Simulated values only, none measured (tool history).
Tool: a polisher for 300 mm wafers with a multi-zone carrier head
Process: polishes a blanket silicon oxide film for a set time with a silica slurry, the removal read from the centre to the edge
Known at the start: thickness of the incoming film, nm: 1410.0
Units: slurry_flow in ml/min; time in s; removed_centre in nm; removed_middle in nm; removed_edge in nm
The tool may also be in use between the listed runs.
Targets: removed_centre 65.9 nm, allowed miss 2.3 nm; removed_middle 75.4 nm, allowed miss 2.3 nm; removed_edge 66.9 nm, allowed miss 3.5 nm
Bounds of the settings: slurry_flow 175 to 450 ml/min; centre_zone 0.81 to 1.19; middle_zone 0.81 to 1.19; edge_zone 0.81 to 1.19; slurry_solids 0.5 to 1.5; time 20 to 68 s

Run 1, hour 0: slurry_flow 290 ml/min, centre_zone 1, middle_zone 1, edge_zone 1, slurry_solids 1, time 44 s. Result: removed_centre 112.79 nm, removed_middle 110 nm, removed_edge 112.2 nm.
Run 2, hour 3.4: slurry_flow 360 ml/min, centre_zone 1, middle_zone 1, edge_zone 1, slurry_solids 1, time 44 s. Result: removed_centre 114.27 nm, removed_middle 113.91 nm, removed_edge 118.64 nm.
Run 3, hour 6.9: slurry_flow 360 ml/min, centre_zone 1, middle_zone 1, edge_zone 1, slurry_solids 0.85, time 44 s. Result: removed_centre 110.1 nm, removed_middle 109.11 nm, removed_edge 111.25 nm.
Run 4, hour 9: slurry_flow 360 ml/min, centre_zone 1, middle_zone 1, edge_zone 1, slurry_solids 0.95, time 44 s. Result: removed_centre 112.9 nm, removed_middle 110.7 nm, removed_edge 116.34 nm.
Run 5, hour 11: slurry_flow 335 ml/min, centre_zone 0.96, middle_zone 1, edge_zone 0.96, slurry_solids 0.85, time 42 s. Result: removed_centre 102.18 nm, removed_middle 102.01 nm, removed_edge 103 nm.
Run 6, hour 15.5: slurry_flow 335 ml/min, centre_zone 0.96, middle_zone 1, edge_zone 1.03, slurry_solids 0.85, time 42 s. Result: removed_centre 100.77 nm, removed_middle 103.08 nm, removed_edge 105.93 nm.
Run 7, hour 19.3: slurry_flow 340 ml/min, centre_zone 0.88, middle_zone 1.1, edge_zone 0.93, slurry_solids 0.6, time 30 s. Result: removed_centre 63.325 nm, removed_middle 72.279 nm, removed_edge 66.147 nm.
Run 8, hour 22.2: slurry_flow 340 ml/min, centre_zone 0.88, middle_zone 1.1, edge_zone 0.93, slurry_solids 0.6, time 30 s. Result: removed_centre 62.59 nm, removed_middle 71.003 nm, removed_edge 66.489 nm.
Run 9, hour 30.4: slurry_flow 345 ml/min, centre_zone 0.89, middle_zone 1.12, edge_zone 0.93, slurry_solids 0.6, time 30 s. Result: removed_centre 63.813 nm, removed_middle 71.567 nm, removed_edge 67.734 nm.

Which of these 4 next moves meets every target?
Run A, hour 38.6: slurry_flow 405 ml/min, centre_zone 1.03, middle_zone 1.19, edge_zone 1.19, slurry_solids 0.9, time 25 s. Result: removed_centre ?, removed_middle ?, removed_edge ?.
Run B, hour 38.6: slurry_flow 295 ml/min, centre_zone 0.97, middle_zone 1.19, edge_zone 0.96, slurry_solids 0.7, time 29 s. Result: removed_centre ?, removed_middle ?, removed_edge ?.
Run C, hour 38.6: slurry_flow 450 ml/min, centre_zone 1.11, middle_zone 1.12, edge_zone 1.11, slurry_solids 0.8, time 25 s. Result: removed_centre ?, removed_middle ?, removed_edge ?.
Run D, hour 38.6: slurry_flow 275 ml/min, centre_zone 0.91, middle_zone 1, edge_zone 0.96, slurry_solids 0.5, time 32 s. Result: removed_centre ?, removed_middle ?, removed_edge ?.

move  removed_centre  removed_middle  removed_edge
   A          65.385          72.191        70.241
   B          66.274          76.127        67.035
   C          66.711          67.118        65.966
   D          63.821          66.994        67.415
A: nearer than the last run, and not there yet
B: meets every target
C: further off than the last run
D: further off than the last run
The right move is B.

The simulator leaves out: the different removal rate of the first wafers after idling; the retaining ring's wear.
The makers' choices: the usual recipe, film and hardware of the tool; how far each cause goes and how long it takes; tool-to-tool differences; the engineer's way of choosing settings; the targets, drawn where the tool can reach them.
